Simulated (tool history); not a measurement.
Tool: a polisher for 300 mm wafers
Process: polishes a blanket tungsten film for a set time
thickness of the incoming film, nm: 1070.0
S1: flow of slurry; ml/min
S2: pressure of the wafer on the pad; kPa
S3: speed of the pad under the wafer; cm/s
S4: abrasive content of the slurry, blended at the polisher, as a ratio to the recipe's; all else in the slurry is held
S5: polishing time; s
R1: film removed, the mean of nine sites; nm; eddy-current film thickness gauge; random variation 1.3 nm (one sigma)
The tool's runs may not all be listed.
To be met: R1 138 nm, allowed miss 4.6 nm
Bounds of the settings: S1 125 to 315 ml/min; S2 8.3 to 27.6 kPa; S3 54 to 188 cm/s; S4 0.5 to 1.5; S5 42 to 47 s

run  hour   S1    S2   S3   S4  S5      R1
  1     0  205  17.9  120    1  47  157.31
  2   7.4  205  17.2  120    1  47  151.61
  3     9  205  16.5  120    1  47  145.94
  4  17.5  205  16.5  120  1.1  47  150.92
  5  19.2  205  15.9  120  1.1  47  144.42
  6  26.1  205  15.9  144  1.1  47   173.3
  7  28.6  205  14.5  144  1.1  47  161.69
     36.5  -- slurry nozzle cleaned
  8  36.5  205  13.8  144  1.1  47  157.33

4 next moves are on the table. One of them brings every result within its allowed miss. Which?
  A  44.4  220  16.5  148   0.9  46   ?
  B  44.4  175  13.8  142  1.05  47   ?
  C  44.4  290  13.1  130  1.15  45   ?
  D  44.4  215  14.5  160  1.05  47   ?

move      R1
   A  179.82
   B  152.13
   C  139.48
   D  183.26
A: further off than the last run
B: nearer than the last run, and not there yet
C: meets every target
D: further off than the last run
Move C is the one to make.
